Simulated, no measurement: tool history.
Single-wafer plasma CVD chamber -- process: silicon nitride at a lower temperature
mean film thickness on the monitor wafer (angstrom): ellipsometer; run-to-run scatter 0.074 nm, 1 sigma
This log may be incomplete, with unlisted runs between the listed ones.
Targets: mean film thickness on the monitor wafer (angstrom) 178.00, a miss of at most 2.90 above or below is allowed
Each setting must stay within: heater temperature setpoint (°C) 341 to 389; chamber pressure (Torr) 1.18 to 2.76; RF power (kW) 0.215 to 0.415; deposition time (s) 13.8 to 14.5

run	hour	heater temperature setpoint (°C)	chamber pressure (Torr)	RF power (kW)	deposition time (s)	mean film thickness on the monitor wafer (angstrom)
1	0.0	365	1.97	0.315	14.5	196.07
2	4.8	365	1.83	0.310	14.5	190.73
3	7.5	365	1.73	0.310	14.5	188.30
4	12.9	365	1.65	0.310	14.5	186.45
5	14.4	365	1.65	0.350	14.5	199.11
6	23.3	365	1.65	0.310	14.5	184.97
7	29.3	365	1.60	0.310	14.5	184.20
8	36.5	365	1.55	0.310	14.5	181.63
9	44.5	365	1.52	0.310	14.5	181.40
10	52.2	365	1.50	0.310	14.5	181.75

Which of these 4 next moves meets every target?
A	59.9	364	1.21	0.330	13.8	?
B	59.9	371	1.85	0.280	13.9	?
C	59.9	358	1.64	0.315	13.8	?
D	59.9	375	1.49	0.320	14.5	?

move	mean film thickness on the monitor wafer (angstrom)
A	169.70
B	170.74
C	177.52
D	183.02
A: carries the result that was furthest off beyond its target, to the other side
B: carries the result that was furthest off beyond its target, to the other side
C: every result lands within tolerance
D: moves away from the targets compared with the last run
C is the move that brings every result within its allowed miss.

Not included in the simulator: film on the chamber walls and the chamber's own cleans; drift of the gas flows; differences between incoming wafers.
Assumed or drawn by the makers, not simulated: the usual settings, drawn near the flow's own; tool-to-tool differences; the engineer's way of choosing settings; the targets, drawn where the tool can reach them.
